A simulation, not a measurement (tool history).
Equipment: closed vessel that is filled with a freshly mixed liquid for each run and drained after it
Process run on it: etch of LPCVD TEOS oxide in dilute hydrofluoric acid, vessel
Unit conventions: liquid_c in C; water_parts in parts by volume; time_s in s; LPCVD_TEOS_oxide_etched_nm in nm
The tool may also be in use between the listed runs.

run	hour	liquid_c	water_parts	time_s	LPCVD_TEOS_oxide_etched_nm
1	0.0	24.0	260	285	19.541
2	3.0	24.0	190	285	28.852
3	9.0	25.0	190	285	29.789
4	18.2	27.5	190	285	33.004
5	26.7	28.0	190	285	33.450
6	31.1	28.0	190	225	26.354
7	40.2	28.5	185	225	27.769
8	43.5	29.0	180	225	29.040
9	50.9	29.0	180	225	29.118
10	54.7	29.5	175	225	30.536
11	63.0	32.0	145	225	42.023
12	67.5	31.5	145	225	41.476

Run 13 is up next; what results do you expect?
13	70.6	31.0	145	225	?

Run 13 measured LPCVD_TEOS_oxide_etched_nm 40.697 nm.

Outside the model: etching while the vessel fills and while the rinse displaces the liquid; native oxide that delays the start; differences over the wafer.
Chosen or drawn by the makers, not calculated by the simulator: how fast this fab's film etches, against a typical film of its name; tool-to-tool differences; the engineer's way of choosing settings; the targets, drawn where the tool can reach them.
